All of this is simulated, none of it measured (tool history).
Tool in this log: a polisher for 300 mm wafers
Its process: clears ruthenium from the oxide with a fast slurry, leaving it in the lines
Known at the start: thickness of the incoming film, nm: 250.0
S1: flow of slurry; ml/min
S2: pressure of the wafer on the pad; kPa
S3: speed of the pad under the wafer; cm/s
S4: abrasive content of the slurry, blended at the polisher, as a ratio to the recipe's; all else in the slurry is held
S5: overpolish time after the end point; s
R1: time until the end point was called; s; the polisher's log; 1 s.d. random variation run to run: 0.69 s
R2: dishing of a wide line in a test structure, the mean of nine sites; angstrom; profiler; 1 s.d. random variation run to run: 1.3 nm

Run 1, hour 0: S1 140 ml/min, S2 13.1 kPa, S3 112 cm/s, S4 1, S5 20 s. Result: R1 98.966 s, R2 392.91 angstrom.
Run 2, hour 2.5: S1 145 ml/min, S2 13.8 kPa, S3 112 cm/s, S4 1, S5 20 s. Result: R1 94.008 s, R2 381.48 angstrom.
Run 3, hour 9.7: S1 145 ml/min, S2 14.5 kPa, S3 112 cm/s, S4 1, S5 21 s. Result: R1 89.537 s, R2 423.17 angstrom.
Run 4, hour 16.2: S1 150 ml/min, S2 15.2 kPa, S3 112 cm/s, S4 1, S5 22 s. Result: R1 86.688 s, R2 466.53 angstrom.
Run 5, hour 24.9: S1 135 ml/min, S2 15.2 kPa, S3 112 cm/s, S4 1, S5 22 s. Result: R1 87.355 s, R2 449.08 angstrom.
Run 6, hour 28.6: S1 135 ml/min, S2 15.2 kPa, S3 92 cm/s, S4 1, S5 22 s. Result: R1 98.386 s, R2 408.6 angstrom.

Run 7 comes next. What will it give?
Run 7, hour 35.3: S1 170 ml/min, S2 19.3 kPa, S3 94 cm/s, S4 1, S5 23 s. Result: R1 ?, R2 ?.

R1: 77.452 s
R2: 519.82 angstrom
